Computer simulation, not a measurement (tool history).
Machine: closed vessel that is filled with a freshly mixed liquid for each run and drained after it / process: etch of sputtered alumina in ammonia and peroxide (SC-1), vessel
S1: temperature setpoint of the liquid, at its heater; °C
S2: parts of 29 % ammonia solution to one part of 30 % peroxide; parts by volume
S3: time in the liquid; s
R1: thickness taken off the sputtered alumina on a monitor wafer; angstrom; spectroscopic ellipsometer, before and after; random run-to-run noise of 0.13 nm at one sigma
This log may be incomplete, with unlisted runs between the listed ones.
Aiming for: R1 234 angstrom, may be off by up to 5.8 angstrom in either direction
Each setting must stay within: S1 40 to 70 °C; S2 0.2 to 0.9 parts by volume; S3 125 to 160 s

run  hour    S1    S2   S3      R1
  1     0    56   0.5  160  150.02
  2   5.1    56  0.45  160   146.9
  3   5.6    56  0.45  160  149.51
  4   8.2    49  0.45  160  101.76
  5  17.1  51.5  0.45  160  116.31
  6  20.9  51.5   0.6  160  120.21
  7  26.1  55.5   0.6  160  149.27
  8  29.7    58   0.6  160   169.7
  9  30.6    60   0.6  160  187.96
 10  35.7  61.5   0.6  160  203.24
 11    42  62.5   0.6  160  215.64
 12  48.6    63   0.6  160  219.55
 13  56.3  63.5   0.6  160  224.75

4 next moves are on the table. One of them brings every result within its allowed miss. Which?
  A    64    65  0.65  160   ?
  B    64  63.5  0.55  155   ?
  C    64    63   0.6  160   ?
  D    64    66  0.55  150   ?

move      R1
   A   242.8
   B  214.85
   C  218.06
   D  235.43
A: carries the result that was furthest off beyond its target, to the other side
B: the biggest miss grows against the last run
C: the biggest miss grows against the last run
D: every result within its allowed miss
Correct choice: D, which meets every target
